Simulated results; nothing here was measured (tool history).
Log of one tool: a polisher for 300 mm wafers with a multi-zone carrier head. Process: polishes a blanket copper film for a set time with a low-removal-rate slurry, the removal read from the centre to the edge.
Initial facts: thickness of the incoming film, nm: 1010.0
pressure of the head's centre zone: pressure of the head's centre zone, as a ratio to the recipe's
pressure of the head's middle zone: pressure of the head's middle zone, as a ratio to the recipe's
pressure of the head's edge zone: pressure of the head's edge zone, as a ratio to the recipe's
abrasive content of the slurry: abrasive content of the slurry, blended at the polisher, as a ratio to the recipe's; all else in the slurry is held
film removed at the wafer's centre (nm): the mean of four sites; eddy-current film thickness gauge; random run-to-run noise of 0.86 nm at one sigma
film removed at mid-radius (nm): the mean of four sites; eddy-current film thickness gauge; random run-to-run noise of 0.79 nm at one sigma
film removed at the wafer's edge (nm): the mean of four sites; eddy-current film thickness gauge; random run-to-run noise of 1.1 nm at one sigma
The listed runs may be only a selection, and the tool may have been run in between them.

run    day  flow of slurry (ml/min)  pressure of the head's centre zone  pressure of the head's middle zone  pressure of the head's edge zone  abrasive content of the slurry  polishing time (s)  film removed at the wafer's centre (nm)  film removed at mid-radius (nm)  film removed at the wafer's edge (nm)
  1  0.000                      275                                1.00                                1.00                              1.00                            1.00                  56                                   127.38                          127.750                                 121.92
  2  0.283                      270                                0.99                                0.98                              1.00                            0.95                  54                                   119.55                          117.410                                 116.39
  3  0.504                      270                                0.98                                0.96                              0.99                            0.90                  53                                   114.36                          112.830                                 113.46
  4  0.558                      270                                0.98                                0.94                              0.98                            0.85                  52                                   109.44                          103.370                                 109.56
  5  0.800                      205                                0.98                                0.94                              0.98                            0.85                  52                                   106.31                          102.630                                 108.34
  6  1.162                      205                                0.98                                0.94                              0.91                            0.85                  52                                   106.86                          101.660                                 101.17

Predict the results of run 7:
  7  1.288                      205                                0.97                                0.93                              0.90                            0.80                  52                                        ?                                ?                                      ?

Run 7 measured film removed at the wafer's centre (nm) 100.16, film removed at mid-radius (nm) 97.395, film removed at the wafer's edge (nm) 101.38.

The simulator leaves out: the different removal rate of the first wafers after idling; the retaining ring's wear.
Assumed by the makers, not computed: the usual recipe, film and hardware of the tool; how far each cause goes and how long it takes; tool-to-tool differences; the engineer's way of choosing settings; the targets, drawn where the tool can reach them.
